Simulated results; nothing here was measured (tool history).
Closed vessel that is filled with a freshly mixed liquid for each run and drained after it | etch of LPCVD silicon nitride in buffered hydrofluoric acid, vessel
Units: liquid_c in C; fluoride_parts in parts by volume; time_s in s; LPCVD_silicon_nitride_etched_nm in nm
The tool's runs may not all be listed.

| run | hour | liquid_c | fluoride_parts | time_s | LPCVD_silicon_nitride_etched_nm |
|---|---|---|---|---|---|
| 1 | 0 | 24 | 13 | 2830 | 29.819 |
| 2 | 8.6 | 24 | 10 | 2830 | 38.786 |
| 3 | 15.2 | 24.5 | 10 | 2830 | 39.634 |
| 4 | 19.3 | 25 | 10 | 2830 | 40.992 |
| 5 | 26.4 | 25 | 10 | 3035 | 43.954 |
| 6 | 28.5 | 25 | 13 | 3035 | 34.141 |

Run 7 comes next. What will it give?
| 7 | 31.6 | 26 | 13 | 3035 | ? |

LPCVD_silicon_nitride_etched_nm: 35.878 nm
